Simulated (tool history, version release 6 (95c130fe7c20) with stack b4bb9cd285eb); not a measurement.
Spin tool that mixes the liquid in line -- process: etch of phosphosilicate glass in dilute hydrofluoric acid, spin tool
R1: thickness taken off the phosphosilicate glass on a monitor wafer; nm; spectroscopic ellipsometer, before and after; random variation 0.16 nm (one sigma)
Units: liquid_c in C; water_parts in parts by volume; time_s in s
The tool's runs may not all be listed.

{"run": 1, "hour": 0.0, "liquid_c": 21.0, "water_parts": 245, "time_s": 125, "R1": 26.063}
{"run": 2, "hour": 6.0, "liquid_c": 20.5, "water_parts": 255, "time_s": 125, "R1": 24.571}
{"run": 3, "hour": 8.5, "liquid_c": 20.5, "water_parts": 255, "time_s": 125, "R1": 24.136}
{"run": 4, "hour": 14.1, "liquid_c": 18.0, "water_parts": 255, "time_s": 125, "R1": 22.488}
{"run": 5, "hour": 17.5, "liquid_c": 17.0, "water_parts": 255, "time_s": 125, "R1": 21.315}
{"run": 6, "hour": 25.6, "liquid_c": 17.0, "water_parts": 260, "time_s": 125, "R1": 20.667}
{"run": 7, "hour": 34.4, "liquid_c": 17.0, "water_parts": 265, "time_s": 125, "R1": 20.131}

For run 8, what comes out?
{"hour": 42.5, "done": "thermometer replaced"}
{"run": 8, "hour": 42.5, "liquid_c": 17.0, "water_parts": 270, "time_s": 125, "R1": "?"}

{"run 8": {"R1": 18.721}}

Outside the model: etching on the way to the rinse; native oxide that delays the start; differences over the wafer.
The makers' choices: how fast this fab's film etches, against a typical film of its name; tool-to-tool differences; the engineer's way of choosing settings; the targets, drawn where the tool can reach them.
